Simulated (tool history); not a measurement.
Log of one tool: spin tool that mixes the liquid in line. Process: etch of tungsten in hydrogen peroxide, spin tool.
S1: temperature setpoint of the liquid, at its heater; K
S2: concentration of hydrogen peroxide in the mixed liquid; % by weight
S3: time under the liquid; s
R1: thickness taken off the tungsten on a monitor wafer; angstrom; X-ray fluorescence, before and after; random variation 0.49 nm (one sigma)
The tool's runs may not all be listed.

Run 1, day 0.000: S1 318.15 K, S2 25.5 % by weight, S3 45 s. Result: R1 495.12 angstrom.
Run 2, day 0.062: S1 318.15 K, S2 25.5 % by weight, S3 50 s. Result: R1 555.31 angstrom.
Run 3, day 0.392: S1 318.15 K, S2 25.5 % by weight, S3 45 s. Result: R1 493.84 angstrom.
Run 4, day 0.683: S1 314.65 K, S2 25.5 % by weight, S3 45 s. Result: R1 397.83 angstrom.
Run 5, day 1.017: S1 316.15 K, S2 25.5 % by weight, S3 45 s. Result: R1 433.42 angstrom.
Run 6, day 1.362: S1 316.15 K, S2 20.0 % by weight, S3 45 s. Result: R1 384.50 angstrom.
Run 7, day 1.700: S1 317.65 K, S2 20.0 % by weight, S3 45 s. Result: R1 422.14 angstrom.
Run 8, day 1.938: S1 319.15 K, S2 20.0 % by weight, S3 45 s. Result: R1 468.75 angstrom.

Run 9 comes next. What will it give?
Run 9, day 2.146: S1 320.15 K, S2 20.0 % by weight, S3 45 s. Result: R1 ?.

R1: 492.75 angstrom

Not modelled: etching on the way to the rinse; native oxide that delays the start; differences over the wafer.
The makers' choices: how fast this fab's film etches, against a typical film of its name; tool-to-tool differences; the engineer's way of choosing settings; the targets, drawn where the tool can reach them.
